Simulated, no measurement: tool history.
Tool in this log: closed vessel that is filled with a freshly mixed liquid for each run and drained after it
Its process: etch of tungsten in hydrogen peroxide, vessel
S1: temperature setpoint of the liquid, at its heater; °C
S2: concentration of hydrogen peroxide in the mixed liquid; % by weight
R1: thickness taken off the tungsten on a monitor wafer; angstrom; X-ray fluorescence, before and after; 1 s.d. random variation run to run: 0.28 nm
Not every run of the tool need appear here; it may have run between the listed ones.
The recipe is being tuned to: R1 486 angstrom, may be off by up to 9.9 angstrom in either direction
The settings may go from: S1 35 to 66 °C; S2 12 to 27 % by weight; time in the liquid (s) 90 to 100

{"run": 1, "day": 0.0, "S1": 51, "S2": 18, "time in the liquid (s)": 90, "R1": 887.13}
{"run": 2, "day": 0.338, "S1": 58, "S2": 18, "time in the liquid (s)": 90, "R1": 1352.9}
{"run": 3, "day": 0.417, "S1": 54, "S2": 18, "time in the liquid (s)": 90, "R1": 1071}
{"run": 4, "day": 0.658, "S1": 51, "S2": 18, "time in the liquid (s)": 90, "R1": 895.78}
{"run": 5, "day": 0.758, "S1": 51, "S2": 22, "time in the liquid (s)": 90, "R1": 986.86}
{"run": 6, "day": 0.888, "S1": 51, "S2": 22, "time in the liquid (s)": 100, "R1": 1098.7}
{"run": 7, "day": 1.017, "S1": 48, "S2": 22, "time in the liquid (s)": 100, "R1": 906.15}
{"run": 8, "day": 1.079, "S1": 46, "S2": 22, "time in the liquid (s)": 100, "R1": 802.35}
{"run": 9, "day": 1.171, "S1": 44, "S2": 22, "time in the liquid (s)": 100, "R1": 706.81}
{"run": 10, "day": 1.529, "S1": 42.5, "S2": 22, "time in the liquid (s)": 100, "R1": 648.92}
{"run": 11, "day": 1.679, "S1": 41.5, "S2": 22, "time in the liquid (s)": 100, "R1": 598.8}
{"run": 12, "day": 1.771, "S1": 41, "S2": 22, "time in the liquid (s)": 100, "R1": 579.23}
{"run": 13, "day": 1.8, "S1": 41, "S2": 22, "time in the liquid (s)": 100, "R1": 583.02}
{"run": 14, "day": 2.117, "S1": 40.5, "S2": 22, "time in the liquid (s)": 100, "R1": 558.11}
{"run": 15, "day": 2.417, "S1": 40, "S2": 22, "time in the liquid (s)": 100, "R1": 552.27}
{"run": 16, "day": 2.588, "S1": 39.5, "S2": 22, "time in the liquid (s)": 100, "R1": 523.87}
{"run": 17, "day": 2.946, "S1": 39, "S2": 22, "time in the liquid (s)": 100, "R1": 507.98}
{"run": 18, "day": 3.083, "S1": 38.5, "S2": 22, "time in the liquid (s)": 100, "R1": 499.08}

4 next moves are on the table. One of them brings every result within its allowed miss. Which?
{"run": "A", "day": 3.221, "S1": 39.5, "S2": 22.5, "time in the liquid (s)": 95, "R1": "?"}
{"run": "B", "day": 3.221, "S1": 40.5, "S2": 21, "time in the liquid (s)": 95, "R1": "?"}
{"run": "C", "day": 3.221, "S1": 41, "S2": 19, "time in the liquid (s)": 90, "R1": "?"}
{"run": "D", "day": 3.221, "S1": 39.5, "S2": 21, "time in the liquid (s)": 100, "R1": "?"}

move=A R1=510.17
move=B R1=526.02
move=C R1=489.62
move=D R1=518.82
A: misses by more than the last run did
B: misses by more than the last run did
C: every result within its allowed miss
D: misses by more than the last run did
Move C is the one to make.
